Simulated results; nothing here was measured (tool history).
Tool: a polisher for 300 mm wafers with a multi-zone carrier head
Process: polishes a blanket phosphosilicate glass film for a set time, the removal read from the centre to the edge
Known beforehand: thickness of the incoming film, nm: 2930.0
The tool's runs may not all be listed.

run,hour,flow of slurry (ml/min),pressure of the head's centre zone,pressure of the head's middle zone,pressure of the head's edge zone,abrasive content of the slurry,polishing time (s),film removed at the wafer's centre (nm),film removed at mid-radius (nm),film removed at the wafer's edge (nm)
1,0,275,1,1,1,1,59,402.63,397.86,407.77
2,8.3,275,1,1,1,1,48,327.54,334.97,332.58
3,10.4,275,1,1,1,0.8,48,285.35,283.03,283.54
4,16,275,1,0.96,1,0.8,48,283.24,269.46,284.7
5,21.2,280,1.04,0.97,1.02,0.95,50,340.07,324.88,335.24
6,24.8,280,1.04,0.97,1.02,0.95,56,387.51,354.92,381.29
7,29,285,1.07,0.99,1.05,1.05,56,414.07,393.72,403.69
8,34,285,1.09,0.98,1.05,1.15,57,460.48,405.84,440.19
9,34.9,290,1.1,1,1.06,1.25,58,486.13,444.64,466.64
10,43.6,290,1.12,1.01,1.07,1.3,59,513.97,455.67,488.37
11,52.6,295,1.13,1.03,1.08,1.35,60,534.8,491.94,500.96

Estimate the outcome of run 12 from the log above:
12,58.6,295,1.14,1.03,1.09,1.4,61,?,?,?

Run 12 came out at film removed at the wafer's centre (nm) 564.65, film removed at mid-radius (nm) 496.16, film removed at the wafer's edge (nm) 526.65.
